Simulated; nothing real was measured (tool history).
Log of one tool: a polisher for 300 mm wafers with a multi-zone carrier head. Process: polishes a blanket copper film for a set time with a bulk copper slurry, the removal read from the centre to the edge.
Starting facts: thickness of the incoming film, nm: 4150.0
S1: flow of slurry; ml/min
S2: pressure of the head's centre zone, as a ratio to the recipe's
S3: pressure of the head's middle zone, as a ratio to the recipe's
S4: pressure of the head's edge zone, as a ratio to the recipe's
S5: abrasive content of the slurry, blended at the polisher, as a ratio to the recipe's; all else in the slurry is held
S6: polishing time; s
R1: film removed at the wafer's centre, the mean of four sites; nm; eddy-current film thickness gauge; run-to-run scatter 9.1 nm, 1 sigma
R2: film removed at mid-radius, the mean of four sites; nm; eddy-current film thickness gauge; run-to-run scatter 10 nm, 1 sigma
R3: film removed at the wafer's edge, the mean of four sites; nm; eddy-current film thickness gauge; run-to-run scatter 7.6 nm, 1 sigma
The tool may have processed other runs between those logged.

| run | day | S1 | S2 | S3 | S4 | S5 | S6 | R1 | R2 | R3 |
|---|---|---|---|---|---|---|---|---|---|---|
| 1 | 0.000 | 175 | 1.00 | 1.00 | 1.00 | 1.00 | 60 | 668.02 | 690.19 | 680.44 |
| 2 | 0.279 | 195 | 1.01 | 1.06 | 1.00 | 1.15 | 61 | 734.34 | 759.84 | 726.17 |
| 3 | 0.612 | 200 | 0.99 | 1.10 | 0.96 | 1.20 | 64 | 752.20 | 838.70 | 745.48 |
| 4 | 0.792 | 220 | 0.99 | 1.10 | 0.96 | 1.20 | 64 | 761.47 | 857.52 | 759.36 |
| 5 | 1.033 | 220 | 0.99 | 1.10 | 0.96 | 1.20 | 74 | 875.78 | 992.12 | 878.84 |
| 6 | 1.167 | 220 | 0.99 | 1.10 | 0.96 | 1.20 | 62 | 746.71 | 837.62 | 723.08 |
| 7 | 1.504 | 230 | 0.99 | 1.13 | 0.97 | 1.30 | 63 | 780.77 | 891.68 | 765.48 |
| 8 | 1.729 | 240 | 0.99 | 1.15 | 0.97 | 1.35 | 64 | 791.53 | 912.69 | 782.63 |
| 9 | 1.808 | 240 | 0.99 | 1.15 | 0.97 | 1.35 | 64 | 785.37 | 908.85 | 774.67 |

Run 10 is up next; what results do you expect?
| 10 | 1.838 | 245 | 1.00 | 1.16 | 0.96 | 1.40 | 66 | ? | ? | ? |

Run 10 came out at R1 840.86 nm, R2 983.28 nm, R3 804.20 nm.
